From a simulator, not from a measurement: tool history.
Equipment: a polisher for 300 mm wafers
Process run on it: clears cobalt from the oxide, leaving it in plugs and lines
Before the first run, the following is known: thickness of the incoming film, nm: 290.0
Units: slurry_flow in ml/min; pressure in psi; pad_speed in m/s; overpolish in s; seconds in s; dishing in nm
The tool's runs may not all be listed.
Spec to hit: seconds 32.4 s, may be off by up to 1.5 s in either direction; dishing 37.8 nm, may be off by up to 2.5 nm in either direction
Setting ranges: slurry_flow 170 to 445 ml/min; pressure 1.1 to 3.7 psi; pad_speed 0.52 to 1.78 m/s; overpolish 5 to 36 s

{"run": 1, "hour": 0.0, "slurry_flow": 285, "pressure": 2.4, "pad_speed": 1.14, "overpolish": 18, "seconds": 48.211, "dishing": 35.241}
{"run": 2, "hour": 4.1, "slurry_flow": 285, "pressure": 2.4, "pad_speed": 1.14, "overpolish": 13, "seconds": 48.552, "dishing": 30.47}
{"run": 3, "hour": 8.9, "slurry_flow": 285, "pressure": 2.4, "pad_speed": 0.9, "overpolish": 13, "seconds": 58.02, "dishing": 28.911}
{"run": 4, "hour": 15.5, "slurry_flow": 285, "pressure": 2.8, "pad_speed": 0.92, "overpolish": 15, "seconds": 49.898, "dishing": 33.133}
{"run": 5, "hour": 23.7, "slurry_flow": 285, "pressure": 3.2, "pad_speed": 0.92, "overpolish": 15, "seconds": 43.478, "dishing": 34.161}
{"run": 6, "hour": 29.3, "slurry_flow": 285, "pressure": 2.9, "pad_speed": 0.92, "overpolish": 15, "seconds": 47.611, "dishing": 34.135}
{"run": 7, "hour": 35.4, "slurry_flow": 285, "pressure": 3.2, "pad_speed": 0.96, "overpolish": 14, "seconds": 42.35, "dishing": 32.928}
{"run": 8, "hour": 40.6, "slurry_flow": 285, "pressure": 3.4, "pad_speed": 1, "overpolish": 15, "seconds": 38.669, "dishing": 35.106}
{"run": 9, "hour": 46.1, "slurry_flow": 285, "pressure": 3.5, "pad_speed": 1.04, "overpolish": 16, "seconds": 36.738, "dishing": 35.301}
{"run": 10, "hour": 51.4, "slurry_flow": 285, "pressure": 3.6, "pad_speed": 1.08, "overpolish": 17, "seconds": 35.169, "dishing": 37.119}

5 candidate next runs follow, results not yet known. Just one meets every target within its allowed miss. Identify it.
{"run": "A", "hour": 56.7, "slurry_flow": 300, "pressure": 3.6, "pad_speed": 1.14, "overpolish": 10, "seconds": "?", "dishing": "?"}
{"run": "B", "hour": 56.7, "slurry_flow": 305, "pressure": 3.7, "pad_speed": 1, "overpolish": 19, "seconds": "?", "dishing": "?"}
{"run": "C", "hour": 56.7, "slurry_flow": 230, "pressure": 3.1, "pad_speed": 1.12, "overpolish": 19, "seconds": "?", "dishing": "?"}
{"run": "D", "hour": 56.7, "slurry_flow": 260, "pressure": 3.7, "pad_speed": 1.12, "overpolish": 24, "seconds": "?", "dishing": "?"}
{"run": "E", "hour": 56.7, "slurry_flow": 275, "pressure": 3.4, "pad_speed": 0.94, "overpolish": 15, "seconds": "?", "dishing": "?"}

move=A seconds=32.624 dishing=32.336
move=B seconds=35.277 dishing=36.421
move=C seconds=38.965 dishing=35.986
move=D seconds=32.512 dishing=37.248
move=E seconds=40.511 dishing=34.149
A: brings the last run's worst result on target, with another outside its allowed miss
B: about as far from the targets as the last run
C: misses by more than the last run did
D: hits every target within its allowed miss
E: misses by more than the last run did
Move D is the one to make.

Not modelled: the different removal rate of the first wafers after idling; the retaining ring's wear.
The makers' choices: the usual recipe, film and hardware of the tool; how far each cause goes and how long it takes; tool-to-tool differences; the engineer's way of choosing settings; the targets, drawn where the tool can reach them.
